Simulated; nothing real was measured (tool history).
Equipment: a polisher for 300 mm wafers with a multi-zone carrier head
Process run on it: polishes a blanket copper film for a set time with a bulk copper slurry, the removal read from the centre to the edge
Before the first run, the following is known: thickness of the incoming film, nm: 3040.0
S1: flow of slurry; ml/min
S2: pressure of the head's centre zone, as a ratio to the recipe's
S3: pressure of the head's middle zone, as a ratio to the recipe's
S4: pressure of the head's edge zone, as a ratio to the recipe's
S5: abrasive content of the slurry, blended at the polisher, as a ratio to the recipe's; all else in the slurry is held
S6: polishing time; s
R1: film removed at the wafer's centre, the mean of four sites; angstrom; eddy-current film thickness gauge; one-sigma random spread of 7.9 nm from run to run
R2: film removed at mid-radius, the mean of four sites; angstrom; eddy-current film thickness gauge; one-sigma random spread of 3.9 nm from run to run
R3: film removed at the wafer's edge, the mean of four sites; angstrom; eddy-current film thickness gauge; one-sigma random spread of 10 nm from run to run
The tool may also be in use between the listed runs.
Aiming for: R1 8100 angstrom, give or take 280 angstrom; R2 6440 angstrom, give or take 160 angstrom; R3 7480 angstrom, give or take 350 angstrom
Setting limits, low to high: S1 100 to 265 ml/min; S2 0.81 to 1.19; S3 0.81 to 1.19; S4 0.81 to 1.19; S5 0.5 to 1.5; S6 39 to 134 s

{"run": 1, "hour": 0.0, "S1": 170, "S2": 1, "S3": 1, "S4": 1, "S5": 1, "S6": 86, "R1": 5515.9, "R2": 5716.1, "R3": 5575.9}
{"run": 2, "hour": 5.8, "S1": 180, "S2": 1.03, "S3": 0.98, "S4": 1.04, "S5": 1.1, "S6": 87, "R1": 5876.7, "R2": 5819.2, "R3": 6083.1}
{"run": 3, "hour": 11.0, "S1": 180, "S2": 1.03, "S3": 0.98, "S4": 0.97, "S5": 1.1, "S6": 87, "R1": 5888.3, "R2": 5857.7, "R3": 5790.9}
{"run": 4, "hour": 17.5, "S1": 180, "S2": 1.03, "S3": 0.98, "S4": 0.94, "S5": 1.1, "S6": 87, "R1": 5893, "R2": 5834.6, "R3": 5574.2}
{"run": 5, "hour": 18.7, "S1": 190, "S2": 1.07, "S3": 0.97, "S4": 0.96, "S5": 1.2, "S6": 88, "R1": 6436.4, "R2": 5935.9, "R3": 5851.7}
{"run": 6, "hour": 23.3, "S1": 200, "S2": 1.09, "S3": 0.97, "S4": 1, "S5": 1.25, "S6": 88, "R1": 6589.3, "R2": 6048.4, "R3": 6189.9}
{"run": 7, "hour": 27.9, "S1": 205, "S2": 1.11, "S3": 0.96, "S4": 1.02, "S5": 1.3, "S6": 89, "R1": 6849, "R2": 6154.5, "R3": 6208.9}
{"run": 8, "hour": 34.2, "S1": 210, "S2": 1.12, "S3": 0.94, "S4": 1.05, "S5": 1.35, "S6": 91, "R1": 7098.6, "R2": 6202.9, "R3": 6760.5}
{"run": 9, "hour": 35.2, "S1": 255, "S2": 1.19, "S3": 0.92, "S4": 1.07, "S5": 1.5, "S6": 92, "R1": 7925.9, "R2": 6588.3, "R3": 7056}
{"run": 10, "hour": 43.2, "S1": 250, "S2": 1.19, "S3": 0.91, "S4": 1.08, "S5": 1.5, "S6": 93, "R1": 8005.7, "R2": 6507.3, "R3": 6987.7}

Next run, 5 choices. One meets every target within its allowed miss, the rest don't. Which?
{"run": "A", "hour": 51.2, "S1": 245, "S2": 1.19, "S3": 0.95, "S4": 1.05, "S5": 1.45, "S6": 92, "R1": "?", "R2": "?", "R3": "?"}
{"run": "B", "hour": 51.2, "S1": 255, "S2": 1.19, "S3": 0.91, "S4": 0.98, "S5": 1.45, "S6": 93, "R1": "?", "R2": "?", "R3": "?"}
{"run": "C", "hour": 51.2, "S1": 265, "S2": 1.19, "S3": 0.94, "S4": 1.09, "S5": 1.4, "S6": 90, "R1": "?", "R2": "?", "R3": "?"}
{"run": "D", "hour": 51.2, "S1": 225, "S2": 1.19, "S3": 0.9, "S4": 1.19, "S5": 1.5, "S6": 94, "R1": "?", "R2": "?", "R3": "?"}
{"run": "E", "hour": 51.2, "S1": 215, "S2": 1.08, "S3": 0.83, "S4": 1.19, "S5": 1.35, "S6": 96, "R1": "?", "R2": "?", "R3": "?"}

move=A R1=7916.8 R2=6574.2 R3=6747
move=B R1=8040.6 R2=6440.9 R3=6621.1
move=C R1=7765.5 R2=6385.8 R3=6723.2
move=D R1=8049.4 R2=6397.9 R3=7346.5
move=E R1=7328 R2=5956.7 R3=7325.7
A: further off than the last run
B: further off than the last run
C: further off than the last run
D: hits every target within its allowed miss
E: meets the target for the result that was furthest off, but another lies outside its allowed miss
D is the move that brings every result within its allowed miss.

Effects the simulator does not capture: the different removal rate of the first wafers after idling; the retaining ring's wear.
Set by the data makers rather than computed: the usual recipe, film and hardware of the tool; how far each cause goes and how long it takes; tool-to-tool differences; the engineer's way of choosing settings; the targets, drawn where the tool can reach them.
